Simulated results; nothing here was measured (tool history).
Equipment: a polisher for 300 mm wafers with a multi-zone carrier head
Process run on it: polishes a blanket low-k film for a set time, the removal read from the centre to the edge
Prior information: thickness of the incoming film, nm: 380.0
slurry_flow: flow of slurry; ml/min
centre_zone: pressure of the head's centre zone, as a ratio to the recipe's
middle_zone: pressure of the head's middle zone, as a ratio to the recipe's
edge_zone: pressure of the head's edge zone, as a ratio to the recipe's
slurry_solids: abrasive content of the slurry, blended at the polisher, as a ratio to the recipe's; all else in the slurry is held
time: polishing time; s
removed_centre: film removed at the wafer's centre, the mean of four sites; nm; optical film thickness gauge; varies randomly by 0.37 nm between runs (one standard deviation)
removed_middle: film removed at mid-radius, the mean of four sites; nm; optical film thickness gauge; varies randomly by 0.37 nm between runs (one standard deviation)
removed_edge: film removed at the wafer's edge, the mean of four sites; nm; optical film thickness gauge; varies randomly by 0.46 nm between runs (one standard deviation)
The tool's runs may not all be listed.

{"run": 1, "hour": 0.0, "slurry_flow": 180, "centre_zone": 1, "middle_zone": 1, "edge_zone": 1, "slurry_solids": 1, "time": 54, "removed_centre": 23.206, "removed_middle": 23.54, "removed_edge": 23.229}
{"run": 2, "hour": 7.4, "slurry_flow": 225, "centre_zone": 1, "middle_zone": 1, "edge_zone": 1, "slurry_solids": 1, "time": 54, "removed_centre": 23.688, "removed_middle": 24.155, "removed_edge": 23.772}
{"run": 3, "hour": 14.8, "slurry_flow": 225, "centre_zone": 0.94, "middle_zone": 1, "edge_zone": 1, "slurry_solids": 1, "time": 54, "removed_centre": 22.766, "removed_middle": 23.754, "removed_edge": 23.717}
{"run": 4, "hour": 18.9, "slurry_flow": 230, "centre_zone": 0.99, "middle_zone": 1.02, "edge_zone": 1.01, "slurry_solids": 1.15, "time": 54, "removed_centre": 24.966, "removed_middle": 25.266, "removed_edge": 24.859}
{"run": 5, "hour": 24.0, "slurry_flow": 230, "centre_zone": 0.93, "middle_zone": 1.02, "edge_zone": 1.01, "slurry_solids": 1.15, "time": 54, "removed_centre": 23.283, "removed_middle": 25.4, "removed_edge": 24.689}
{"run": 6, "hour": 28.3, "slurry_flow": 230, "centre_zone": 0.97, "middle_zone": 1.04, "edge_zone": 1.02, "slurry_solids": 1.25, "time": 56, "removed_centre": 25.94, "removed_middle": 27.376, "removed_edge": 27.312}
{"run": 7, "hour": 31.1, "slurry_flow": 235, "centre_zone": 1.01, "middle_zone": 1.07, "edge_zone": 1, "slurry_solids": 1.3, "time": 57, "removed_centre": 28.278, "removed_middle": 29.46, "removed_edge": 27.584}

What will run 8 give?
{"run": 8, "hour": 37.6, "slurry_flow": 235, "centre_zone": 1.03, "middle_zone": 1.09, "edge_zone": 1.01, "slurry_solids": 1.35, "time": 57, "removed_centre": "?", "removed_middle": "?", "removed_edge": "?"}

Run 8 measured removed_centre 29.249 nm, removed_middle 30.201 nm, removed_edge 27.823 nm.
